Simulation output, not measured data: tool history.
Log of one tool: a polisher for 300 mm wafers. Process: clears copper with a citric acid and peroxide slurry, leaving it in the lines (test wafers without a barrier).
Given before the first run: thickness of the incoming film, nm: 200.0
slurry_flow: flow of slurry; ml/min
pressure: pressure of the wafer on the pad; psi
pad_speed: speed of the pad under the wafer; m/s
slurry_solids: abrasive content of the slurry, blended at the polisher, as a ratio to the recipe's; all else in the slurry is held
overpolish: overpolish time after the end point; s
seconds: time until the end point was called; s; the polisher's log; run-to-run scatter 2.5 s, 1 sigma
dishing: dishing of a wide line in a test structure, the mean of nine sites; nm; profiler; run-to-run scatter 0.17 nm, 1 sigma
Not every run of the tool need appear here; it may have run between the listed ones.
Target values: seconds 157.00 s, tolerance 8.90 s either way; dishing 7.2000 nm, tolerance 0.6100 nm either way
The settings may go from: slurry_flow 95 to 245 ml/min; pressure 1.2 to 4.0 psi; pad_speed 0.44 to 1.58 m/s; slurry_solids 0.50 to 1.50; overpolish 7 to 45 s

{"run": 1, "hour": 0.0, "slurry_flow": 155, "pressure": 2.6, "pad_speed": 1.0, "slurry_solids": 1.0, "overpolish": 23, "seconds": 123.37, "dishing": 30.054}
{"run": 2, "hour": 6.2, "slurry_flow": 155, "pressure": 2.6, "pad_speed": 0.8, "slurry_solids": 1.0, "overpolish": 23, "seconds": 148.51, "dishing": 24.479}
{"run": 3, "hour": 12.3, "slurry_flow": 195, "pressure": 2.6, "pad_speed": 0.8, "slurry_solids": 1.0, "overpolish": 23, "seconds": 135.26, "dishing": 24.999}
{"run": 4, "hour": 16.3, "slurry_flow": 195, "pressure": 2.0, "pad_speed": 0.8, "slurry_solids": 1.0, "overpolish": 23, "seconds": 178.63, "dishing": 19.359}
{"run": 5, "hour": 20.6, "slurry_flow": 195, "pressure": 1.8, "pad_speed": 0.8, "slurry_solids": 1.0, "overpolish": 23, "seconds": 198.55, "dishing": 17.71}
{"run": 6, "hour": 26.2, "slurry_flow": 195, "pressure": 1.5, "pad_speed": 0.8, "slurry_solids": 1.0, "overpolish": 23, "seconds": 231.1, "dishing": 14.391}
{"run": 7, "hour": 28.7, "slurry_flow": 210, "pressure": 1.4, "pad_speed": 0.86, "slurry_solids": 1.15, "overpolish": 18, "seconds": 230.57, "dishing": 12.596}
{"run": 8, "hour": 36.6, "slurry_flow": 220, "pressure": 1.5, "pad_speed": 0.86, "slurry_solids": 0.95, "overpolish": 15, "seconds": 221.51, "dishing": 10.922}
{"run": 9, "hour": 40.8, "slurry_flow": 225, "pressure": 1.6, "pad_speed": 0.88, "slurry_solids": 0.8, "overpolish": 13, "seconds": 211.18, "dishing": 9.5996}

4 next moves are on the table. One of them brings every result within its allowed miss. Which?
{"run": "A", "hour": 45.0, "slurry_flow": 240, "pressure": 1.5, "pad_speed": 0.76, "slurry_solids": 0.7, "overpolish": 21, "seconds": "?", "dishing": "?"}
{"run": "B", "hour": 45.0, "slurry_flow": 220, "pressure": 1.7, "pad_speed": 0.94, "slurry_solids": 0.7, "overpolish": 14, "seconds": "?", "dishing": "?"}
{"run": "C", "hour": 45.0, "slurry_flow": 245, "pressure": 1.2, "pad_speed": 0.84, "slurry_solids": 0.7, "overpolish": 14, "seconds": "?", "dishing": "?"}
{"run": "D", "hour": 45.0, "slurry_flow": 230, "pressure": 1.9, "pad_speed": 1.02, "slurry_solids": 0.75, "overpolish": 7, "seconds": "?", "dishing": "?"}

move=A seconds=260.90 dishing=13.2380
move=B seconds=195.49 dishing=11.8650
move=C seconds=294.81 dishing=7.9402
move=D seconds=161.24 dishing=7.3182
A: lands further from the targets than the last run did
B: lands further from the targets than the last run did
C: lands further from the targets than the last run did
D: every result within its allowed miss
Go with D: it meets all targets.

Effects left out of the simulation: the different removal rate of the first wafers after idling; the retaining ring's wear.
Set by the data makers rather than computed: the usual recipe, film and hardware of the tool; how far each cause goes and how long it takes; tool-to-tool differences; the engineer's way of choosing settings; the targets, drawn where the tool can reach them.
